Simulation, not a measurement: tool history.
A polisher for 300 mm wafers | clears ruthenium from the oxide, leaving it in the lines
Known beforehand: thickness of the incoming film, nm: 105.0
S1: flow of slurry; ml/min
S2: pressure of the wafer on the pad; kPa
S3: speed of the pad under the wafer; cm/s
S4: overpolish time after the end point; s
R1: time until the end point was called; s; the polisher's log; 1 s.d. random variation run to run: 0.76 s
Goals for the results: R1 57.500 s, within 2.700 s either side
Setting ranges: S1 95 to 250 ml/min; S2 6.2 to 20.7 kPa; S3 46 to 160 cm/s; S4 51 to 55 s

run	day	S1	S2	S3	S4	R1
1	0.000	160	13.1	102	51	105.690
2	0.333	180	13.1	102	51	106.070
3	0.596	180	13.8	102	51	103.450
4	0.850	180	13.8	76	51	124.620
5	1.000	180	15.9	76	51	111.760
6	1.071	180	15.9	86	51	103.400
7	1.379	180	16.5	90	51	99.856
8	1.550	180	17.2	96	51	89.713
9	1.825	180	17.9	100	51	86.198
10	2.008	180	17.9	100	51	85.174
11	2.258	180	18.6	104	51	80.261
12	2.621	180	18.6	108	51	81.193
13	2.733	180	18.6	114	51	78.224
14	2.896	190	20.7	134	51	63.601
15	2.921	190	20.7	136	51	61.956
16	3.258	190	20.7	138	51	60.887
17	3.504	190	20.7	140	51	60.517
# day 3.588: worn pad replaced by a new one
18	3.588	190	20.7	142	51	54.576

Which of these 4 next moves meets every target?
A	3.671	220	20.7	152	51	?
B	3.671	160	20.7	152	51	?
C	3.671	180	20.7	146	51	?
D	3.671	190	17.2	158	55	?

move	R1
A	50.480
B	52.811
C	53.467
D	56.752
A: its largest miss is bigger than the last run's
B: its largest miss is bigger than the last run's
C: its largest miss is bigger than the last run's
D: all results land within tolerance of their targets
So the answer is move D, the one that meets all the targets.
